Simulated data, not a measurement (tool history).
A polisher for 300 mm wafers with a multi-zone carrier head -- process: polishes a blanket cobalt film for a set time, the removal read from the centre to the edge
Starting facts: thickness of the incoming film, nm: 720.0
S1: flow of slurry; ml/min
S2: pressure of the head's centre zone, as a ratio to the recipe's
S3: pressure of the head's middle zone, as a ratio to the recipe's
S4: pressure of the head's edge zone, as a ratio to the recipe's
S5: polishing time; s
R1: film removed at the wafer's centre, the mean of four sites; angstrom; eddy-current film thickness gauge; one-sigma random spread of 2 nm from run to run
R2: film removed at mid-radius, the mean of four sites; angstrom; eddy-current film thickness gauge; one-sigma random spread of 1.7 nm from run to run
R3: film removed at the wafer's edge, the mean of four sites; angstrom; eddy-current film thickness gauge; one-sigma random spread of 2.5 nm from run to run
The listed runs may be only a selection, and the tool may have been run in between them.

run    day   S1  S2  S3    S4  S5      R1      R2      R3
  1      0  185   1   1     1  39  2276.9  2332.1  2332.8
  2  0.058  185   1   1     1  45  2622.4  2681.3  2678.7
  3  0.354  185   1   1  1.08  45  2652.2    2742  2828.7
  4  0.433  185   1   1  1.04  45  2622.6  2677.9  2723.9
  5  0.671  220   1   1  1.04  45  2697.8  2775.8  2791.4
  6  0.708  265   1   1  1.04  45  2788.6  2823.9  2803.2

What does the tool deliver on the next run?
  7  0.9  250  0.99  0.99  1.03  45   ?   ?   ?

R1: 2750.8 angstrom
R2: 2799.4 angstrom
R3: 2778.3 angstrom
